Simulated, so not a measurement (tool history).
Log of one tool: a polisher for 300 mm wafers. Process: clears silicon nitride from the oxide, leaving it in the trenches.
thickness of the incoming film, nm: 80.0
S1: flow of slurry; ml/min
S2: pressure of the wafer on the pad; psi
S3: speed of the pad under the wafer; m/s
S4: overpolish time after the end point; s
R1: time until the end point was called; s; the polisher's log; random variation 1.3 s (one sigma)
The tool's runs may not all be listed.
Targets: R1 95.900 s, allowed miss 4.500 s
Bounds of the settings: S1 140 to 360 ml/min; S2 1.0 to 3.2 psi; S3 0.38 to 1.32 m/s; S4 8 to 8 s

| run | hour | S1 | S2 | S3 | S4 | R1 |
|---|---|---|---|---|---|---|
| 1 | 0.0 | 230 | 2.1 | 0.84 | 8 | 152.140 |
| 2 | 2.6 | 230 | 2.2 | 0.84 | 8 | 148.220 |
| 3 | 11.5 | 230 | 2.3 | 0.84 | 8 | 139.830 |
| 4 | 15.0 | 230 | 2.4 | 0.84 | 8 | 133.510 |
| 5 | 20.5 | 230 | 2.5 | 0.84 | 8 | 131.520 |
| 6 | 23.5 | 230 | 2.6 | 0.84 | 8 | 123.200 |
| 7 | 30.1 | 230 | 2.6 | 0.84 | 8 | 124.260 |
| 8 | 34.6 | 230 | 2.7 | 0.84 | 8 | 119.280 |
| 9 | 37.3 | 230 | 2.8 | 0.84 | 8 | 117.090 |
| 10 | 40.7 | 230 | 3.0 | 0.86 | 8 | 102.820 |
| 11 | 41.5 | 230 | 3.1 | 0.86 | 8 | 101.600 |

Which of these 5 next moves meets every target?
| A | 42.3 | 285 | 3.0 | 0.80 | 8 | ? |
| B | 42.3 | 145 | 3.2 | 0.96 | 8 | ? |
| C | 42.3 | 235 | 2.7 | 0.90 | 8 | ? |
| D | 42.3 | 220 | 2.8 | 0.92 | 8 | ? |
| E | 42.3 | 245 | 3.1 | 0.80 | 8 | ? |

| move | R1 |
|---|---|
| A | 107.510 |
| B | 91.505 |
| C | 108.290 |
| D | 103.030 |
| E | 105.610 |
A: further off than the last run
B: meets every target
C: further off than the last run
D: further off than the last run
E: further off than the last run
Move B is the one to make.

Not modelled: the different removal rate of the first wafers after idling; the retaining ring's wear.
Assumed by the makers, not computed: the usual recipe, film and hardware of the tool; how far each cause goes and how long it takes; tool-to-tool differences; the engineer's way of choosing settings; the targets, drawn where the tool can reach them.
